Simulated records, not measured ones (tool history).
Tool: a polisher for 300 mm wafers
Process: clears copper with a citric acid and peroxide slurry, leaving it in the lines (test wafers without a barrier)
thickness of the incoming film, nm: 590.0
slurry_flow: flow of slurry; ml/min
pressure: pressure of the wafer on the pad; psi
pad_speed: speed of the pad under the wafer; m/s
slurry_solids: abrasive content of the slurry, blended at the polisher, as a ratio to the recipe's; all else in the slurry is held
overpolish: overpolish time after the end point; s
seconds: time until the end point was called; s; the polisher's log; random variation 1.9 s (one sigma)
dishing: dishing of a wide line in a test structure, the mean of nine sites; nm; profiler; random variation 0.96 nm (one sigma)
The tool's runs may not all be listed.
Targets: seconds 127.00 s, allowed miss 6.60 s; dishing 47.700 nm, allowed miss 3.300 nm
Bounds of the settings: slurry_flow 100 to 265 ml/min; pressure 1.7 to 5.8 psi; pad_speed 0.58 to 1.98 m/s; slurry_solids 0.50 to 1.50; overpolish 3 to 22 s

| run | hour | slurry_flow | pressure | pad_speed | slurry_solids | overpolish | seconds | dishing |
|---|---|---|---|---|---|---|---|---|
| 1 | 0.0 | 170 | 3.7 | 1.28 | 1.00 | 11 | 192.13 | 26.268 |
| 2 | 1.7 | 140 | 3.7 | 1.28 | 1.00 | 11 | 198.50 | 27.082 |
| 3 | 7.3 | 140 | 4.2 | 1.30 | 1.00 | 12 | 169.55 | 32.084 |
| 4 | 13.9 | 120 | 4.2 | 1.30 | 1.00 | 12 | 178.89 | 30.211 |
| 5 | 23.0 | 120 | 4.7 | 1.30 | 1.00 | 12 | 158.06 | 34.787 |
| 6 | 29.2 | 140 | 4.7 | 1.30 | 1.00 | 12 | 150.79 | 35.332 |
| 7 | 30.0 | 150 | 4.8 | 1.30 | 1.00 | 13 | 145.89 | 38.664 |
| 8 | 31.2 | 155 | 4.9 | 1.30 | 1.00 | 13 | 144.95 | 41.672 |
| 9 | 35.0 | 160 | 5.0 | 1.30 | 1.00 | 13 | 134.92 | 41.136 |
| 10 | 37.1 | 165 | 5.0 | 1.30 | 1.00 | 13 | 143.05 | 41.980 |
| 11 | 44.4 | 165 | 5.2 | 1.30 | 1.00 | 13 | 133.17 | 42.457 |
| 12 | 51.6 | 165 | 5.3 | 1.30 | 1.00 | 13 | 129.98 | 43.369 |

4 next moves are on the table. One of them brings every result within its allowed miss. Which?
| A | 58.8 | 160 | 4.8 | 1.56 | 0.80 | 14 | ? | ? |
| B | 58.8 | 230 | 5.6 | 1.02 | 1.00 | 14 | ? | ? |
| C | 58.8 | 170 | 5.7 | 1.28 | 0.85 | 11 | ? | ? |
| D | 58.8 | 220 | 4.4 | 1.66 | 0.85 | 10 | ? | ? |

| move | seconds | dishing |
|---|---|---|
| A | 124.70 | 46.913 |
| B | 145.79 | 41.221 |
| C | 125.02 | 38.158 |
| D | 118.71 | 36.385 |
A: meets every target
B: further off than the last run
C: further off than the last run
D: further off than the last run
Move A is the one to make.

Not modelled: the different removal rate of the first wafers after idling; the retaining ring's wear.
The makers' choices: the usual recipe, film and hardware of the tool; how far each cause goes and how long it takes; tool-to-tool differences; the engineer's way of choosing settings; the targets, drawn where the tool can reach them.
